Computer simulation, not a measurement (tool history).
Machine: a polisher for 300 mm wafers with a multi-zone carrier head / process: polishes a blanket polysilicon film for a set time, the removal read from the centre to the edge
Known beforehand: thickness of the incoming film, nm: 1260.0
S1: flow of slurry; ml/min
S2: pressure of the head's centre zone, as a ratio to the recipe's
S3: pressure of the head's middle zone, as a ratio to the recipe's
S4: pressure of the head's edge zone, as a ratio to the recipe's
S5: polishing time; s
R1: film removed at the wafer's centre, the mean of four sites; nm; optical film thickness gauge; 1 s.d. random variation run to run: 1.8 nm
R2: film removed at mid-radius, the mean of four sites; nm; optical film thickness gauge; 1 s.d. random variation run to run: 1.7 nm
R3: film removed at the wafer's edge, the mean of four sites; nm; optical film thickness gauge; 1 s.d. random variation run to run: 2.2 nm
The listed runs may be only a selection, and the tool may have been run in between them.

| run | hour | S1 | S2 | S3 | S4 | S5 | R1 | R2 | R3 |
|---|---|---|---|---|---|---|---|---|---|
| 1 | 0.0 | 280 | 1.00 | 1.00 | 1.00 | 49 | 330.19 | 325.30 | 333.03 |
| 2 | 7.1 | 280 | 1.00 | 1.00 | 0.98 | 47 | 311.86 | 310.51 | 307.36 |
| 3 | 14.0 | 280 | 0.99 | 0.99 | 0.96 | 46 | 305.76 | 305.79 | 300.62 |
| 4 | 14.8 | 280 | 1.04 | 0.99 | 0.96 | 46 | 320.62 | 305.15 | 300.12 |
| 5 | 18.8 | 280 | 1.03 | 0.98 | 0.95 | 45 | 307.25 | 296.76 | 301.11 |
| 6 | 22.4 | 280 | 1.04 | 0.98 | 0.94 | 43 | 297.84 | 281.09 | 280.59 |
| 7 | 30.9 | 265 | 0.96 | 0.93 | 0.84 | 30 | 191.98 | 187.09 | 184.14 |

Run 8, settings as shown, results not yet in. Your forecast:
| 8 | 38.4 | 345 | 1.04 | 1.01 | 0.94 | 30 | ? | ? | ? |

Run 8 gave R1 214.06 nm, R2 205.29 nm, R3 199.07 nm.
